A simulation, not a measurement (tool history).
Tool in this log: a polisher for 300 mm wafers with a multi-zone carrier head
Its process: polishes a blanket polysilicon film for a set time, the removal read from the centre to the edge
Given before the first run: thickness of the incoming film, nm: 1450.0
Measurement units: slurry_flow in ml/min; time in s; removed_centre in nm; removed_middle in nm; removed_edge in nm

run	hour	slurry_flow	centre_zone	middle_zone	edge_zone	time	removed_centre	removed_middle	removed_edge
1	0	165	1	1	1	55	428.75	431.14	423.29
2	3	150	0.96	0.97	0.97	47	346.3	358.37	363.08
3	3.7	150	0.96	0.97	0.97	60	444.99	457.07	460.71
4	12.4	135	0.94	0.95	0.93	51	365.3	371.41	382.35
5	18.4	135	0.94	0.86	0.93	51	361.35	352.68	377.43
6	21.8	115	0.94	0.86	0.93	51	353.05	340.19	383.67
7	26.6	120	0.91	0.85	0.9	44	293.19	288.4	324.38
8	29.4	130	0.86	0.92	0.81	29	184.9	205.28	205.43

What does the tool deliver on the next run?
9	33.7	135	0.86	0.92	0.82	29	?	?	?

{"run 9": {"removed_centre": 185.35, "removed_middle": 207.74, "removed_edge": 202.37}}
